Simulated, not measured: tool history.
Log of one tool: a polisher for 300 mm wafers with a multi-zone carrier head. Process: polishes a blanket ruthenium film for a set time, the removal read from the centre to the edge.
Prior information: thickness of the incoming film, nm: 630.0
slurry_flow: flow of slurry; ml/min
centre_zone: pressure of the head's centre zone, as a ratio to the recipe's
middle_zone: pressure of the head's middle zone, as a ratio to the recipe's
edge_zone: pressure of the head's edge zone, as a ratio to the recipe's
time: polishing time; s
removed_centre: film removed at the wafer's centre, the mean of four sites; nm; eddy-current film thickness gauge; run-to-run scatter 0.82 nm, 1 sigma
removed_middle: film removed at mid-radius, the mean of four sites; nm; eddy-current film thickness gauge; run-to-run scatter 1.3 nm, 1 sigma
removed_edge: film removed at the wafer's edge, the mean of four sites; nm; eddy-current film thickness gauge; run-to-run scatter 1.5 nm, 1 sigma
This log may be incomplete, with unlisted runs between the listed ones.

{"run": 1, "hour": 0.0, "slurry_flow": 215, "centre_zone": 1.0, "middle_zone": 1.0, "edge_zone": 1.0, "time": 58, "removed_centre": 73.164, "removed_middle": 72.43, "removed_edge": 72.577}
{"run": 2, "hour": 6.7, "slurry_flow": 215, "centre_zone": 1.0, "middle_zone": 1.0, "edge_zone": 1.0, "time": 71, "removed_centre": 89.323, "removed_middle": 89.23, "removed_edge": 87.76}
{"run": 3, "hour": 10.9, "slurry_flow": 215, "centre_zone": 1.0, "middle_zone": 1.0, "edge_zone": 0.95, "time": 71, "removed_centre": 89.447, "removed_middle": 89.868, "removed_edge": 87.448}
{"run": 4, "hour": 16.6, "slurry_flow": 215, "centre_zone": 1.0, "middle_zone": 1.0, "edge_zone": 0.89, "time": 71, "removed_centre": 87.724, "removed_middle": 92.247, "removed_edge": 84.115}
{"run": 5, "hour": 20.0, "slurry_flow": 220, "centre_zone": 0.99, "middle_zone": 1.03, "edge_zone": 0.91, "time": 72, "removed_centre": 89.325, "removed_middle": 92.973, "removed_edge": 85.32}
{"run": 6, "hour": 24.6, "slurry_flow": 220, "centre_zone": 0.99, "middle_zone": 1.03, "edge_zone": 0.87, "time": 72, "removed_centre": 89.442, "removed_middle": 92.869, "removed_edge": 82.516}
{"run": 7, "hour": 27.2, "slurry_flow": 210, "centre_zone": 0.97, "middle_zone": 1.04, "edge_zone": 0.87, "time": 75, "removed_centre": 91.72, "removed_middle": 98.427, "removed_edge": 88.346}

For run 8, what comes out?
{"run": 8, "hour": 33.4, "slurry_flow": 210, "centre_zone": 0.96, "middle_zone": 1.06, "edge_zone": 0.86, "time": 77, "removed_centre": "?", "removed_middle": "?", "removed_edge": "?"}

{"run 8": {"removed_centre": 93.702, "removed_middle": 101.99, "removed_edge": 89.092}}
